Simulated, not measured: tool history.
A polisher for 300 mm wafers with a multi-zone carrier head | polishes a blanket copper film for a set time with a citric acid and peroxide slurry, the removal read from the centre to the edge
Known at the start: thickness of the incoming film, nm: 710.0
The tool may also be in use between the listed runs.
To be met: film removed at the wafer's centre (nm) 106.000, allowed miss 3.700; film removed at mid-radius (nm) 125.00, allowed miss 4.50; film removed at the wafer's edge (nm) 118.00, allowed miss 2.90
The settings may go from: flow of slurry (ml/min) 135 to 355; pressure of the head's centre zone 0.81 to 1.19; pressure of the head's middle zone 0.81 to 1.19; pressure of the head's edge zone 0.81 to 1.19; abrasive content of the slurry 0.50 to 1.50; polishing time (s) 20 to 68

run	hour	flow of slurry (ml/min)	pressure of the head's centre zone	pressure of the head's middle zone	pressure of the head's edge zone	abrasive content of the slurry	polishing time (s)	film removed at the wafer's centre (nm)	film removed at mid-radius (nm)	film removed at the wafer's edge (nm)
1	0.0	225	1.00	1.00	1.00	1.00	44	120.440	124.83	132.19
2	6.8	215	0.98	1.02	0.96	0.95	44	115.190	124.84	126.64
3	10.8	215	0.98	1.08	0.96	0.95	44	115.920	130.93	127.36
4	17.7	215	0.98	1.12	0.96	0.95	44	115.690	132.94	126.16
5	26.6	215	0.98	1.12	0.99	0.95	44	115.790	133.26	130.07
6	31.6	215	0.98	1.12	0.95	0.95	44	115.440	136.44	126.30
7	40.2	200	0.97	1.10	0.94	0.90	44	111.730	131.70	121.30
# hour 46.2: edge zone pressure recalibrated
8	46.2	160	0.94	1.06	0.95	0.90	44	102.310	120.70	114.76
9	52.1	165	0.94	1.06	0.95	0.90	44	103.680	121.02	114.73

Which of these 4 next moves meets every target?
A	58.0	140	0.91	1.03	0.90	0.85	48	?	?	?
B	58.0	160	0.90	1.01	0.90	0.65	49	?	?	?
C	58.0	180	0.96	1.10	0.88	0.90	43	?	?	?
D	58.0	135	0.91	1.04	0.93	0.95	44	?	?	?

move	film removed at the wafer's centre (nm)	film removed at mid-radius (nm)	film removed at the wafer's edge (nm)
A	105.590	123.54	117.88
B	100.970	117.09	112.77
C	107.230	124.85	109.95
D	99.151	117.08	112.74
A: meets every target
B: further off than the last run
C: further off than the last run
D: further off than the last run
Move A is the one to make.

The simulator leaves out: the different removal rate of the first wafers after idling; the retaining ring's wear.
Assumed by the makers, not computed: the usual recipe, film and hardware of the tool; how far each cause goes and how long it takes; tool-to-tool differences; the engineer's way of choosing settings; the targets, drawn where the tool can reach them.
